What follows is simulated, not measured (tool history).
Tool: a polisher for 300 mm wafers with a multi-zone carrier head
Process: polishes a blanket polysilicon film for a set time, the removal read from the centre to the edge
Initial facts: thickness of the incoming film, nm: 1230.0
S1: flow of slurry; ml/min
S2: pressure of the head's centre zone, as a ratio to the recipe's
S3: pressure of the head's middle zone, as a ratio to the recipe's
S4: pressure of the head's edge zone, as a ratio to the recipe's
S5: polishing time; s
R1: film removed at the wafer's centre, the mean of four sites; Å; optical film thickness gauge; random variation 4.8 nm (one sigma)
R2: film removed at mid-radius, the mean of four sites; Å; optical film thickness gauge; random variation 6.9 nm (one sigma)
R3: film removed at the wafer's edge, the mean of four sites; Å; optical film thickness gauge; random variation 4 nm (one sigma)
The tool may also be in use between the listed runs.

run	day	S1	S2	S3	S4	S5	R1	R2	R3
1	0	160	1	1	1	63	4480.7	4600.7	4614.2
2	0.188	160	1.04	1	1	63	4754.1	4500.5	4517.2
3	0.329	160	0.98	1	1	63	4373.9	4471.5	4593.8
4	0.554	165	0.98	1.02	1.02	64	4495.7	4733.3	4734.7
5	0.675	165	0.98	0.95	1.02	64	4584.4	4480.7	4742.6
6	1.004	170	0.98	0.97	1.03	65	4540.7	4614.1	4853.8
7	1.121	175	0.99	0.99	1.04	66	4683.4	4758.9	5026.8
8	1.458	180	0.99	1.01	1.04	67	4898.9	4954.5	5032.3
9	1.675	185	0.99	1.03	1.05	68	5000	5140.1	5214.9

Expected results for the next run?
10	2.008	190	0.99	1.05	1.05	68	?	?	?

Run 10 gave R1 4959.2 Å, R2 5282.5 Å, R3 5191.9 Å.
